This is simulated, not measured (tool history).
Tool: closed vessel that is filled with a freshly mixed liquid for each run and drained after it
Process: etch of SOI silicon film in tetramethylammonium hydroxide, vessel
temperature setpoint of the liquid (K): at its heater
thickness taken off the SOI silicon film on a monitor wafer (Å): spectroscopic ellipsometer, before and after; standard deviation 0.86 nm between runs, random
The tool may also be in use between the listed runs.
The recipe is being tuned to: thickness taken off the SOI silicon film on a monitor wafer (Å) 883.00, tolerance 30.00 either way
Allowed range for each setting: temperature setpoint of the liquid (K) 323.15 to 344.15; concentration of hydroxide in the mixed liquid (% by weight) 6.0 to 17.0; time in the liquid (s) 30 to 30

| run | hour | temperature setpoint of the liquid (K) | concentration of hydroxide in the mixed liquid (% by weight) | time in the liquid (s) | thickness taken off the SOI silicon film on a monitor wafer (Å) |
|---|---|---|---|---|---|
| 1 | 0.0 | 331.15 | 11.5 | 30 | 1058.40 |
| 2 | 2.4 | 331.15 | 11.5 | 30 | 1059.30 |
| 3 | 9.2 | 335.15 | 11.5 | 30 | 1343.10 |
| 4 | 12.3 | 333.65 | 11.5 | 30 | 1215.20 |
| 5 | 20.2 | 332.65 | 11.5 | 30 | 1138.30 |
| 6 | 28.8 | 331.65 | 11.5 | 30 | 1089.80 |
| 7 | 33.7 | 331.15 | 11.5 | 30 | 1049.10 |
| 8 | 34.8 | 330.65 | 11.5 | 30 | 1003.10 |
| 9 | 43.6 | 330.15 | 11.5 | 30 | 981.24 |

Which of these 4 next moves meets every target?
| A | 52.4 | 332.15 | 13.5 | 30 | ? |
| B | 52.4 | 330.15 | 8.5 | 30 | ? |
| C | 52.4 | 328.15 | 10.5 | 30 | ? |
| D | 52.4 | 330.65 | 11.5 | 30 | ? |

| move | thickness taken off the SOI silicon film on a monitor wafer (Å) |
|---|---|
| A | 1052.70 |
| B | 1108.70 |
| C | 902.51 |
| D | 1025.40 |
A: lands further from the targets than the last run did
B: lands further from the targets than the last run did
C: each result inside its tolerance
D: lands further from the targets than the last run did
Answer: C
